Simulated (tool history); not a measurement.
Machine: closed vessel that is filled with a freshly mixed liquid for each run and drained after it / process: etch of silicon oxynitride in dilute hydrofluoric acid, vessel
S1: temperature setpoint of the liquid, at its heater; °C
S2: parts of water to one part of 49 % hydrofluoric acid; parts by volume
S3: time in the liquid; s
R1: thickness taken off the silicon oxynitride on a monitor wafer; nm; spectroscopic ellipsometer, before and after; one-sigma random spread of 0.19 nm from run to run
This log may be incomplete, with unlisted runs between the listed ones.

run    day    S1  S2    S3      R1
  1      0    25  75  1275  30.485
  2  0.258  23.5  75  1275  28.011
  3  0.425  21.5  75  1275  25.897
  4  0.529    24  75  1275   29.28
  5  0.879  27.5  75  1275  34.411
  6  1.175  27.5  75  1370  36.939

What does the tool deliver on the next run?
  7  1.571  23.5  75  1370   ?

{"run 7": {"R1": 30.944}}
